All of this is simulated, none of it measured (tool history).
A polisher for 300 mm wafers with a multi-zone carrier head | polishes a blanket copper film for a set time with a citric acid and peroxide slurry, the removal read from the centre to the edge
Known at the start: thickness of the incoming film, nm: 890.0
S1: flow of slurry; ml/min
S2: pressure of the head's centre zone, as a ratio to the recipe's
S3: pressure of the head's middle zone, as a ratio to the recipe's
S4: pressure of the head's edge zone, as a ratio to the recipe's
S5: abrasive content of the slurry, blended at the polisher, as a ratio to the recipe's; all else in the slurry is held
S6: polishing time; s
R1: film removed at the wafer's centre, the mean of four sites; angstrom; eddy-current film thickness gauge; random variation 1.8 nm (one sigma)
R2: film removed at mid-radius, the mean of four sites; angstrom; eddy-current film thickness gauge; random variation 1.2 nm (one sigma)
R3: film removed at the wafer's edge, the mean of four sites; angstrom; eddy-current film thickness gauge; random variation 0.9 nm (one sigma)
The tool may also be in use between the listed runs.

run  hour   S1    S2    S3    S4    S5  S6      R1      R2      R3
  1     0  240     1     1     1     1  63  1068.7    1035  1062.3
  2   1.1  240     1     1     1     1  77  1290.5  1271.8  1301.2
  3   2.4  245  0.99  1.02  1.01     1  77  1297.7  1294.8  1306.9
  4   4.3  245  0.99  1.02  1.01     1  69  1163.5  1161.5  1171.5
  5  11.8  250  0.98  1.04  1.03  1.05  69    1170  1191.9  1198.7
  6    18  250  0.98  0.97  1.03  1.05  69  1169.7  1127.4  1205.7

Forecast run 7:
  7  25.2  260  0.97  0.99  1.05  1.1  69   ?   ?   ?

R1: 1156.4 angstrom
R2: 1168 angstrom
R3: 1226.6 angstrom
